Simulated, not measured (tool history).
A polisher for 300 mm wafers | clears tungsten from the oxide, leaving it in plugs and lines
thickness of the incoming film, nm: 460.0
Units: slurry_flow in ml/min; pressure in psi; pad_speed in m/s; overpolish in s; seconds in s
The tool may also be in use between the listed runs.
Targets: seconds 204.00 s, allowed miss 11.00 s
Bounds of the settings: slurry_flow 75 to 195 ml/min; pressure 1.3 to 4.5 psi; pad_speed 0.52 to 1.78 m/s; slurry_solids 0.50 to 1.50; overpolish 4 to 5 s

Run 1, hour 0.0: slurry_flow 125 ml/min, pressure 2.9 psi, pad_speed 1.14 m/s, slurry_solids 1.00, overpolish 5 s. Result: seconds 148.21 s.
Run 2, hour 5.9: slurry_flow 125 ml/min, pressure 3.4 psi, pad_speed 1.14 m/s, slurry_solids 1.00, overpolish 5 s. Result: seconds 123.98 s.
Run 3, hour 14.2: slurry_flow 125 ml/min, pressure 3.4 psi, pad_speed 1.14 m/s, slurry_solids 0.85, overpolish 5 s. Result: seconds 130.41 s.
Run 4, hour 14.7: slurry_flow 125 ml/min, pressure 3.2 psi, pad_speed 1.14 m/s, slurry_solids 0.85, overpolish 5 s. Result: seconds 132.83 s.
Run 5, hour 18.8: slurry_flow 125 ml/min, pressure 3.0 psi, pad_speed 1.14 m/s, slurry_solids 0.85, overpolish 5 s. Result: seconds 144.59 s.
Run 6, hour 26.2: slurry_flow 125 ml/min, pressure 2.9 psi, pad_speed 1.14 m/s, slurry_solids 0.85, overpolish 5 s. Result: seconds 147.94 s.
Run 7, hour 30.6: slurry_flow 125 ml/min, pressure 2.8 psi, pad_speed 1.14 m/s, slurry_solids 0.85, overpolish 5 s. Result: seconds 154.99 s.
Run 8, hour 38.5: slurry_flow 125 ml/min, pressure 2.7 psi, pad_speed 1.14 m/s, slurry_solids 0.85, overpolish 5 s. Result: seconds 162.70 s.
Run 9, hour 42.5: slurry_flow 125 ml/min, pressure 2.6 psi, pad_speed 1.14 m/s, slurry_solids 0.85, overpolish 5 s. Result: seconds 172.07 s.
Run 10, hour 50.8: slurry_flow 125 ml/min, pressure 2.5 psi, pad_speed 1.14 m/s, slurry_solids 0.85, overpolish 5 s. Result: seconds 171.28 s.
Run 11, hour 55.3: slurry_flow 125 ml/min, pressure 2.4 psi, pad_speed 1.14 m/s, slurry_solids 0.85, overpolish 5 s. Result: seconds 176.50 s.
Run 12, hour 64.0: slurry_flow 125 ml/min, pressure 2.3 psi, pad_speed 1.14 m/s, slurry_solids 0.85, overpolish 5 s. Result: seconds 187.91 s.

Which of these 5 next moves meets every target?
Run A, hour 72.7: slurry_flow 110 ml/min, pressure 2.7 psi, pad_speed 1.28 m/s, slurry_solids 0.70, overpolish 4 s. Result: seconds ?.
Run B, hour 72.7: slurry_flow 130 ml/min, pressure 2.6 psi, pad_speed 1.22 m/s, slurry_solids 0.65, overpolish 5 s. Result: seconds ?.
Run C, hour 72.7: slurry_flow 105 ml/min, pressure 2.3 psi, pad_speed 1.44 m/s, slurry_solids 0.55, overpolish 4 s. Result: seconds ?.
Run D, hour 72.7: slurry_flow 120 ml/min, pressure 2.5 psi, pad_speed 1.14 m/s, slurry_solids 1.00, overpolish 5 s. Result: seconds ?.
Run E, hour 72.7: slurry_flow 130 ml/min, pressure 2.0 psi, pad_speed 1.14 m/s, slurry_solids 1.00, overpolish 4 s. Result: seconds ?.

move  seconds
   A   159.17
   B   167.16
   C   179.15
   D   170.94
   E   208.06
A: further off than the last run
B: further off than the last run
C: further off than the last run
D: further off than the last run
E: meets every target
Answer: E
